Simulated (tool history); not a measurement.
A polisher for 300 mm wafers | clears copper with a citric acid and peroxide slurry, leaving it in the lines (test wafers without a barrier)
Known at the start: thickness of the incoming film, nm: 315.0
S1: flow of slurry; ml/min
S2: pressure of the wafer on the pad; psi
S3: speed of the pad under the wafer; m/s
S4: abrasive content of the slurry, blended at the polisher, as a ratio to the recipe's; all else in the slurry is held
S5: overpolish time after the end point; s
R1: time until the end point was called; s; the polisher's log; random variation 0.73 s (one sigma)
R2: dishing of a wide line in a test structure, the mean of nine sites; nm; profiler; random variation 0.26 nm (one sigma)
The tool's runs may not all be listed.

{"run": 1, "hour": 0.0, "S1": 185, "S2": 3.3, "S3": 1.38, "S4": 1, "S5": 14, "R1": 78.688, "R2": 33.52}
{"run": 2, "hour": 3.2, "S1": 185, "S2": 3.3, "S3": 1.24, "S4": 1, "S5": 14, "R1": 86.777, "R2": 31.764}
{"run": 3, "hour": 4.2, "S1": 185, "S2": 3.3, "S3": 1.04, "S4": 1, "S5": 14, "R1": 96.329, "R2": 28.189}
{"run": 4, "hour": 6.2, "S1": 210, "S2": 3.6, "S3": 0.94, "S4": 1.1, "S5": 12, "R1": 89.703, "R2": 26.935}
{"run": 5, "hour": 10.8, "S1": 180, "S2": 3.6, "S3": 0.94, "S4": 1.1, "S5": 12, "R1": 92.882, "R2": 25.672}
{"run": 6, "hour": 19.7, "S1": 180, "S2": 4.3, "S3": 0.94, "S4": 1.1, "S5": 12, "R1": 78.189, "R2": 31.104}
{"run": 7, "hour": 27.5, "S1": 165, "S2": 3.9, "S3": 1.14, "S4": 1.2, "S5": 10, "R1": 73.655, "R2": 27.772}
{"run": 8, "hour": 31.1, "S1": 165, "S2": 3.9, "S3": 1.14, "S4": 1.2, "S5": 10, "R1": 74.636, "R2": 27.219}
{"run": 9, "hour": 39.5, "S1": 175, "S2": 3.4, "S3": 1.44, "S4": 1.2, "S5": 4, "R1": 70.812, "R2": 12.009}

Run 10 comes next. What will it give?
{"run": 10, "hour": 44.1, "S1": 180, "S2": 3.5, "S3": 1.44, "S4": 1.2, "S5": 4, "R1": "?", "R2": "?"}

Run 10 gave R1 69.127 s, R2 12.771 nm.
